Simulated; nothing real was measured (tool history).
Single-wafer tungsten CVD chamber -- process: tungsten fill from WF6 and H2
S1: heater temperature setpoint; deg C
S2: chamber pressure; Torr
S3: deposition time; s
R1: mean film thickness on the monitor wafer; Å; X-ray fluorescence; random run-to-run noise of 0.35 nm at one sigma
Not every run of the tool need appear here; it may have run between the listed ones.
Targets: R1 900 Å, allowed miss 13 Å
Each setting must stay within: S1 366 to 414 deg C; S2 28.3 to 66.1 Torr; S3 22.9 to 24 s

run	hour	S1	S2	S3	R1
1	0	390	47.2	24	663.57
2	8.8	394	47.3	24	712.49
3	12.7	397	47.4	24	746.24
4	17.5	400	47.5	24	788.02
5	26.4	400	47.5	24	789.59
6	35.4	402	47.5	24	814.31
7	37.4	403	47.5	24	824.89
8	39.6	404	47.5	24	839.44
9	46.9	405	47.5	24	856.91
10	48.8	406	47.5	24	862.45
11	53.8	407	47.5	24	872.39

Which single option among these 4 for the next run brings every result within its allowed miss of target? Just one does.
A	58.8	407	43.8	24	?
B	58.8	406	48	24	?
C	58.8	407	53.5	23.4	?
D	58.8	405	50.8	22.9	?

move	R1
A	844.09
B	863.7
C	895.01
D	830.91
A: lands further from the targets than the last run did
B: lands further from the targets than the last run did
C: every result lands within tolerance
D: lands further from the targets than the last run did
Correct choice: C, which meets every target
